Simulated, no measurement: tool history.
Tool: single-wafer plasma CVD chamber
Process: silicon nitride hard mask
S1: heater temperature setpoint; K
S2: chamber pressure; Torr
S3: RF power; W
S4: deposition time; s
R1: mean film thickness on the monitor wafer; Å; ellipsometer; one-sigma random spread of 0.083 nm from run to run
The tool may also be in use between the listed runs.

run 1 hour=0 | S1=673.15 S2=1.06 S3=290 S4=19.6 | R1=189.05
run 2 hour=1.6 | S1=673.15 S2=1.06 S3=265 S4=19.6 | R1=176.1
run 3 hour=3.7 | S1=673.15 S2=1.06 S3=295 S4=19.6 | R1=191.28
run 4 hour=6 | S1=673.15 S2=0.99 S3=285 S4=19.6 | R1=181.86
run 5 hour=12.7 | S1=673.15 S2=0.93 S3=275 S4=19.6 | R1=173.29
run 6 hour=17.5 | S1=673.15 S2=0.93 S3=260 S4=19.6 | R1=168.61
-- hour=20 capacitance manometer re-zeroed and calibrated
run 7 hour=20 | S1=673.15 S2=0.88 S3=255 S4=19.6 | R1=155.53

What will run 8 give?
run 8 hour=23.2 | S1=673.15 S2=0.86 S3=255 S4=19.6 | R1=?

{"run 8": {"R1": 154.65}}

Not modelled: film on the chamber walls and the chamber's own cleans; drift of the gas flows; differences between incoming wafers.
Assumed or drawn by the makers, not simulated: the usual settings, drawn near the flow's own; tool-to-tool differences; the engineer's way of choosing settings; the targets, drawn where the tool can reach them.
